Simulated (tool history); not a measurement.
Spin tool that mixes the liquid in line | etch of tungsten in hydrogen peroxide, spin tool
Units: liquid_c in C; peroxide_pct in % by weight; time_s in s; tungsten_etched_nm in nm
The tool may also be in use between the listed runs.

{"run": 1, "day": 0.0, "liquid_c": 52, "peroxide_pct": 18.5, "time_s": 15, "tungsten_etched_nm": 21.88}
{"run": 2, "day": 0.029, "liquid_c": 52, "peroxide_pct": 18.5, "time_s": 15, "tungsten_etched_nm": 21.971}
{"run": 3, "day": 0.196, "liquid_c": 54.5, "peroxide_pct": 18.5, "time_s": 15, "tungsten_etched_nm": 25.53}
{"run": 4, "day": 0.538, "liquid_c": 54.5, "peroxide_pct": 20, "time_s": 15, "tungsten_etched_nm": 26.584}
{"run": 5, "day": 0.767, "liquid_c": 54.5, "peroxide_pct": 20, "time_s": 15, "tungsten_etched_nm": 26.67}
{"run": 6, "day": 1.054, "liquid_c": 52.5, "peroxide_pct": 20, "time_s": 15, "tungsten_etched_nm": 23.612}

Forecast run 7:
{"run": 7, "day": 1.104, "liquid_c": 51, "peroxide_pct": 20, "time_s": 15, "tungsten_etched_nm": "?"}

Run 7 gave tungsten_etched_nm 21.307 nm.
